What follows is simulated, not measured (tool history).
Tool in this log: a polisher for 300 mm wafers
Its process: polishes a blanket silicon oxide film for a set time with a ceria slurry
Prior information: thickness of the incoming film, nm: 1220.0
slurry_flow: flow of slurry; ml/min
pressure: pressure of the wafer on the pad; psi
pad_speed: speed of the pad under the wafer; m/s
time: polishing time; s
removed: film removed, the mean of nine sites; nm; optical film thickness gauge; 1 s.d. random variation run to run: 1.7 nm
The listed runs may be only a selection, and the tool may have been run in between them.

run  hour  slurry_flow  pressure  pad_speed  time  removed
  1   0.0          285       3.3       0.88    32   137.41
  2   2.7          250       3.3       0.88    32   132.49
  3   7.6          250       3.3       0.98    32   149.55
  4  14.6          250       4.0       0.98    32   174.89
  5  21.8          250       4.6       0.98    32   203.20
  6  22.4          250       4.6       0.98    28   172.36
  7  27.9          245       4.5       0.98    28   170.44

Forecast run 8:
  8  34.8          240       4.5       0.98    28        ?

{"run 8": {"removed": 169.73}}
